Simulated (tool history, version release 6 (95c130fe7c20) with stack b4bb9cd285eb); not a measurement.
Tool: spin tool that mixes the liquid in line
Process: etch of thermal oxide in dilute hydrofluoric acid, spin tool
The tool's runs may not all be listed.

run	hour	temperature setpoint of the liquid (C)	parts of water to one part of 49 % hydrofluoric acid (parts by volume)	time under the liquid (s)	thickness taken off the thermal oxide on a monitor wafer (Å)
1	0	21	175	75	17.553
2	4.8	21	135	75	23.864
3	9.9	21	90	75	38.002
4	10.9	20	120	75	26.085
5	18	20	120	75	25.948
6	21.8	19	120	75	24.798
7	27	18.5	140	75	20.465

Forecast run 8:
8	33.5	18	155	75	?

{"run 8": {"thickness taken off the thermal oxide on a monitor wafer (Å)": 17.847}}
